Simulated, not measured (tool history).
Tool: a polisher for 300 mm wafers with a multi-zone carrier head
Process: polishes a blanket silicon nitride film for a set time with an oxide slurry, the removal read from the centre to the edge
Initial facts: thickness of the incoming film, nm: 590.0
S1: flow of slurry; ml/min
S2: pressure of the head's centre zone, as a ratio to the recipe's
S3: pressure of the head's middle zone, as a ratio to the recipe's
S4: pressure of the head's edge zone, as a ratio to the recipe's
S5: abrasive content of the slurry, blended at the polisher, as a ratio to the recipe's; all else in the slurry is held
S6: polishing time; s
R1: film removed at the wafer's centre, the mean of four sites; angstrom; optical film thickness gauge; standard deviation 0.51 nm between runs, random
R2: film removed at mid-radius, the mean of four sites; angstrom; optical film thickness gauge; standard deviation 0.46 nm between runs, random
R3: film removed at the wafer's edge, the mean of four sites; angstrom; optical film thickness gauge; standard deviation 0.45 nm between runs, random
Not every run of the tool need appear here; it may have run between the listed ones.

run  hour   S1    S2    S3    S4    S5  S6      R1      R2      R3
  1   0.0  190  1.00  1.00  1.00  1.00  61  549.47  530.86  544.25
  2   5.0  190  1.00  1.00  0.96  1.00  61  554.21  526.09  544.98
  3  10.0  190  1.04  1.00  0.96  1.00  61  562.70  521.30  547.64
  4  16.6  215  1.04  1.00  0.96  1.00  61  581.38  549.10  554.38
  5  20.3  215  1.04  0.95  0.96  1.00  61  593.26  519.64  554.54
  6  24.6  215  1.04  0.95  0.96  1.00  70  682.90  594.81  633.27
  7  30.9  200  1.01  0.93  0.97  0.90  68  604.02  521.57  587.56
  8  34.1  195  1.00  0.92  0.97  0.80  66  551.21  510.81  558.21

Run 9 is up next; what results do you expect?
  9  38.0  180  1.01  0.90  0.98  0.75  63   ?   ?   ?

{"run 9": {"R1": 518.77, "R2": 453.27, "R3": 509.58}}
